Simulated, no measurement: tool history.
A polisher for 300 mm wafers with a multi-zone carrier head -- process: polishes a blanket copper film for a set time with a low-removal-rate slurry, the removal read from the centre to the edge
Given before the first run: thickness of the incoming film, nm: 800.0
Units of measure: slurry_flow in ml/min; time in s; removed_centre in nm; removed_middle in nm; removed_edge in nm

Run 1, hour 0: slurry_flow 205 ml/min, centre_zone 1, middle_zone 1, edge_zone 1, slurry_solids 1, time 57 s. Result: removed_centre 178.64 nm, removed_middle 179.62 nm, removed_edge 173.56 nm.
Run 2, hour 5.5: slurry_flow 210 ml/min, centre_zone 1.01, middle_zone 1, edge_zone 1, slurry_solids 1, time 57 s. Result: removed_centre 184.05 nm, removed_middle 181.11 nm, removed_edge 180.02 nm.
Run 3, hour 7.1: slurry_flow 210 ml/min, centre_zone 1.01, middle_zone 1, edge_zone 1, slurry_solids 0.8, time 57 s. Result: removed_centre 175.06 nm, removed_middle 170.81 nm, removed_edge 169.81 nm.
Run 4, hour 10: slurry_flow 210 ml/min, centre_zone 1.01, middle_zone 1, edge_zone 0.95, slurry_solids 0.8, time 57 s. Result: removed_centre 172.8 nm, removed_middle 171.87 nm, removed_edge 166.72 nm.
Run 5, hour 12.2: slurry_flow 210 ml/min, centre_zone 0.95, middle_zone 1, edge_zone 0.95, slurry_solids 0.8, time 57 s. Result: removed_centre 163.29 nm, removed_middle 170.85 nm, removed_edge 164.21 nm.
Run 6, hour 17.7: slurry_flow 160 ml/min, centre_zone 0.95, middle_zone 1, edge_zone 0.95, slurry_solids 0.8, time 57 s. Result: removed_centre 155.92 nm, removed_middle 162.96 nm, removed_edge 160.06 nm.
Run 7, hour 19.4: slurry_flow 170 ml/min, centre_zone 0.97, middle_zone 1.01, edge_zone 0.96, slurry_solids 0.8, time 57 s. Result: removed_centre 159.13 nm, removed_middle 165.69 nm, removed_edge 165.93 nm.
Run 8, hour 20.4: slurry_flow 180 ml/min, centre_zone 0.99, middle_zone 1.01, edge_zone 0.96, slurry_solids 0.8, time 57 s. Result: removed_centre 166.47 nm, removed_middle 167.2 nm, removed_edge 164.65 nm.
Run 9, hour 27.3: slurry_flow 185 ml/min, centre_zone 1.01, middle_zone 1.02, edge_zone 0.97, slurry_solids 0.8, time 57 s. Result: removed_centre 170.19 nm, removed_middle 167.75 nm, removed_edge 165.07 nm.
Run 10, hour 28.8: slurry_flow 190 ml/min, centre_zone 1.02, middle_zone 1.03, edge_zone 0.98, slurry_solids 0.8, time 57 s. Result: removed_centre 170.81 nm, removed_middle 170.15 nm, removed_edge 167.5 nm.
Run 11, hour 34.3: slurry_flow 200 ml/min, centre_zone 1.04, middle_zone 1.03, edge_zone 0.98, slurry_solids 0.8, time 57 s. Result: removed_centre 181.38 nm, removed_middle 173.14 nm, removed_edge 167.15 nm.

For run 12, what comes out?
Run 12, hour 41.3: slurry_flow 205 ml/min, centre_zone 1.05, middle_zone 1.03, edge_zone 0.99, slurry_solids 0.8, time 57 s. Result: removed_centre ?, removed_middle ?, removed_edge ?.

{"run 12": {"removed_centre": 181.39, "removed_middle": 173.59, "removed_edge": 170.99}}
